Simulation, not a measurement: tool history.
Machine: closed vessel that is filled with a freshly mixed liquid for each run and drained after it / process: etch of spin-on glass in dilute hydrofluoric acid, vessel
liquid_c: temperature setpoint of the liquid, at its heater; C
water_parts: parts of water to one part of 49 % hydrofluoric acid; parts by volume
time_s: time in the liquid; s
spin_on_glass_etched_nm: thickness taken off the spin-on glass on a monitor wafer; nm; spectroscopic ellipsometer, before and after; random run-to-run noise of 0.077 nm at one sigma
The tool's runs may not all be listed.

Run 1, hour 0.0: liquid_c 25.0 C, water_parts 120 parts by volume, time_s 30 s. Result: spin_on_glass_etched_nm 16.177 nm.
Run 2, hour 4.9: liquid_c 24.5 C, water_parts 120 parts by volume, time_s 30 s. Result: spin_on_glass_etched_nm 15.884 nm.
Run 3, hour 7.3: liquid_c 24.0 C, water_parts 120 parts by volume, time_s 30 s. Result: spin_on_glass_etched_nm 15.627 nm.
Run 4, hour 10.0: liquid_c 23.5 C, water_parts 120 parts by volume, time_s 30 s. Result: spin_on_glass_etched_nm 15.148 nm.
Run 5, hour 18.9: liquid_c 23.5 C, water_parts 90 parts by volume, time_s 30 s. Result: spin_on_glass_etched_nm 21.126 nm.
Run 6, hour 22.4: liquid_c 22.5 C, water_parts 95 parts by volume, time_s 30 s. Result: spin_on_glass_etched_nm 18.789 nm.
Run 7, hour 27.9: liquid_c 21.5 C, water_parts 95 parts by volume, time_s 30 s. Result: spin_on_glass_etched_nm 18.067 nm.
Run 8, hour 30.0: liquid_c 21.0 C, water_parts 95 parts by volume, time_s 30 s. Result: spin_on_glass_etched_nm 17.805 nm.
Run 9, hour 34.7: liquid_c 21.0 C, water_parts 95 parts by volume, time_s 30 s. Result: spin_on_glass_etched_nm 17.974 nm.
Run 10, hour 38.7: liquid_c 20.5 C, water_parts 95 parts by volume, time_s 30 s. Result: spin_on_glass_etched_nm 17.370 nm.

Run 11, settings as shown, results not yet in. Your forecast:
Run 11, hour 44.8: liquid_c 20.0 C, water_parts 95 parts by volume, time_s 30 s. Result: spin_on_glass_etched_nm ?.

Run 11 gave spin_on_glass_etched_nm 17.063 nm.
